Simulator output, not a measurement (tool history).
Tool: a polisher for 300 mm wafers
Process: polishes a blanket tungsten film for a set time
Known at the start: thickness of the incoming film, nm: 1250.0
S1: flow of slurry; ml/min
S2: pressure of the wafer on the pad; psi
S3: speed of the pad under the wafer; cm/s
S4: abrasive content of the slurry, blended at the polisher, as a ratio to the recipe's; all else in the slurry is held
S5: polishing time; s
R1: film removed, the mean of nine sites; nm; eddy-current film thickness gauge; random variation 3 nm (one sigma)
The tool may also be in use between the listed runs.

run 1 hour=0.0 | S1=180 S2=4.0 S3=100 S4=1.0 S5=56 | R1=274.25
run 2 hour=8.6 | S1=180 S2=4.0 S3=100 S4=1.0 S5=56 | R1=276.37
run 3 hour=15.8 | S1=180 S2=4.0 S3=100 S4=1.0 S5=51 | R1=250.29
run 4 hour=23.7 | S1=185 S2=4.3 S3=100 S4=1.0 S5=51 | R1=266.87
run 5 hour=24.3 | S1=220 S2=4.3 S3=100 S4=1.0 S5=51 | R1=270.70
run 6 hour=25.9 | S1=220 S2=4.3 S3=100 S4=1.1 S5=51 | R1=277.50
run 7 hour=31.8 | S1=220 S2=4.5 S3=100 S4=1.1 S5=51 | R1=289.84
run 8 hour=39.2 | S1=220 S2=4.7 S3=100 S4=1.1 S5=51 | R1=304.59
run 9 hour=44.7 | S1=220 S2=4.8 S3=100 S4=1.1 S5=51 | R1=307.91
run 10 hour=50.3 | S1=220 S2=4.9 S3=100 S4=1.1 S5=51 | R1=316.45

Run 11 comes next. What will it give?
run 11 hour=51.9 | S1=220 S2=5.0 S3=100 S4=1.1 S5=51 | R1=?

{"run 11": {"R1": 320.04}}

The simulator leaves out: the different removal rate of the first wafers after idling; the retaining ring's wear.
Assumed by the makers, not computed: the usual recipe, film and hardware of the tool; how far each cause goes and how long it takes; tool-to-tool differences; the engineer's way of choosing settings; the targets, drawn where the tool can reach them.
